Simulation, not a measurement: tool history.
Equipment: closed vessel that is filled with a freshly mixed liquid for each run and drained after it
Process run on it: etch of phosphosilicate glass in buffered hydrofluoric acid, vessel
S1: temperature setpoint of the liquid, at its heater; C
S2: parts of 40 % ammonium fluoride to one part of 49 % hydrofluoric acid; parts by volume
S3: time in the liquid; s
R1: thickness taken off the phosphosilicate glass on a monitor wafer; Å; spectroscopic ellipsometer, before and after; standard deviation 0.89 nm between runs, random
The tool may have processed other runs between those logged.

run 1 hour=0 | S1=24 S2=23.5 S3=35 | R1=896.39
run 2 hour=4.8 | S1=26 S2=23.5 S3=35 | R1=993.81
run 3 hour=13 | S1=26 S2=23.5 S3=35 | R1=1005.2
run 4 hour=21.6 | S1=26 S2=28.5 S3=35 | R1=884.27
run 5 hour=23.6 | S1=26 S2=28.5 S3=30 | R1=747.57
run 6 hour=26.7 | S1=28 S2=24 S3=30 | R1=941.45
run 7 hour=30.5 | S1=29 S2=19 S3=30 | R1=1191.1
run 8 hour=37.9 | S1=30 S2=16.5 S3=30 | R1=1439.4
run 9 hour=39.7 | S1=30.5 S2=15.5 S3=30 | R1=1556.5
run 10 hour=43.7 | S1=31 S2=15 S3=30 | R1=1656.3
run 11 hour=46.9 | S1=31.5 S2=15 S3=30 | R1=1705.7

Run 12, settings as shown, results not yet in. Your forecast:
run 12 hour=51.6 | S1=31.5 S2=15 S3=30 | R1=?

{"run 12": {"R1": 1704}}
